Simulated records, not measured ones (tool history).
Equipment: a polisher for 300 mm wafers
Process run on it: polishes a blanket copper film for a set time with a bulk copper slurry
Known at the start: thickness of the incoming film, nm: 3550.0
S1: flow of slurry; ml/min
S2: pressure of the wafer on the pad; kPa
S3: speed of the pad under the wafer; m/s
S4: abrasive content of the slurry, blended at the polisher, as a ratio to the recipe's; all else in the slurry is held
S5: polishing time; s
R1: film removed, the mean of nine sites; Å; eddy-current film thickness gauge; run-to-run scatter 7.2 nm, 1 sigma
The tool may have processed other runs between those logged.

run	hour	S1	S2	S3	S4	S5	R1
1	0	250	16.5	1.32	1	89	8159.6
2	7.8	250	16.5	1.1	1	89	6793.6
3	12.3	255	17.9	1.1	1	89	7336.2
4	19.1	255	18.6	1.1	1	89	7417.5
5	24.6	255	20	1.1	1	89	7801.3
6	32	260	20.7	1.1	1	89	8157
7	37.4	265	21.4	1.1	1	89	8474.2
8	43.4	270	22.1	1.1	1	89	8645.9

Expected results for the next run?
9	45.8	270	22.8	1.1	1	89	?

{"run 9": {"R1": 8777.3}}
